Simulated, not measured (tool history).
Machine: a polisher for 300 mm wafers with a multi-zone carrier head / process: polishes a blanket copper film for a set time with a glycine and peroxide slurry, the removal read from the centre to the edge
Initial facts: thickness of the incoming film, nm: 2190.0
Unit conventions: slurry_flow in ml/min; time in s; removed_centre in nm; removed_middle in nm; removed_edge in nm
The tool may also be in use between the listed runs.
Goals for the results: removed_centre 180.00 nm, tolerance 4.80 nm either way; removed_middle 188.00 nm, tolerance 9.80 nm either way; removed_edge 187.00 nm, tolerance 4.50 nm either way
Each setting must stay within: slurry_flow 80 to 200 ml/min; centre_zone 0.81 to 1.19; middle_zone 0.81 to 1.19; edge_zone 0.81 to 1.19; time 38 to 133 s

run,hour,slurry_flow,centre_zone,middle_zone,edge_zone,time,removed_centre,removed_middle,removed_edge
1,0.0,130,1.00,1.00,1.00,85,274.06,272.80,267.00
2,6.6,145,1.00,1.00,1.00,85,279.11,283.27,271.56
3,10.4,145,1.00,1.00,1.06,85,277.73,276.28,280.14
4,17.1,130,0.97,0.97,1.01,78,245.26,246.47,247.98
5,22.8,130,0.97,0.97,1.01,93,290.03,296.34,299.33
6,27.1,130,1.01,0.97,1.01,93,299.17,292.29,297.90
7,31.3,120,0.97,0.95,0.98,83,253.52,256.07,258.24
8,36.1,115,0.95,0.93,0.95,76,227.86,226.97,230.93
9,44.3,110,0.93,0.92,0.92,72,205.91,215.83,216.16
10,49.5,105,0.93,0.91,0.90,70,201.25,198.79,205.32
11,55.7,100,0.92,0.92,0.88,69,195.18,205.23,200.03
12,63.1,95,0.91,0.91,0.86,68,185.37,196.83,192.56
13,68.1,90,0.91,0.90,0.86,68,185.31,190.46,192.26
14,69.3,90,0.91,0.90,0.85,68,184.55,189.01,192.83
15,75.3,90,0.91,0.90,0.84,68,185.90,189.70,188.27

Below are 5 possible settings for the next run. Only one of them brings all results inside the allowed miss of their targets. Which is it?
A,81.3,85,0.90,0.89,0.82,71,?,?,?
B,81.3,85,0.98,0.94,0.83,67,?,?,?
C,81.3,80,0.91,0.92,0.86,67,?,?,?
D,81.3,105,0.93,0.96,0.81,64,?,?,?
E,81.3,80,0.95,0.89,0.81,70,?,?,?

move,removed_centre,removed_middle,removed_edge
A,188.43,193.59,194.71
B,193.82,191.10,184.58
C,177.67,185.80,186.22
D,182.99,192.59,178.71
E,193.82,188.82,189.61
A: lands further from the targets than the last run did
B: lands further from the targets than the last run did
C: all results in spec
D: brings the result that was furthest off to its target, and leaves another outside
E: lands further from the targets than the last run did
C is the move that brings every result within its allowed miss.

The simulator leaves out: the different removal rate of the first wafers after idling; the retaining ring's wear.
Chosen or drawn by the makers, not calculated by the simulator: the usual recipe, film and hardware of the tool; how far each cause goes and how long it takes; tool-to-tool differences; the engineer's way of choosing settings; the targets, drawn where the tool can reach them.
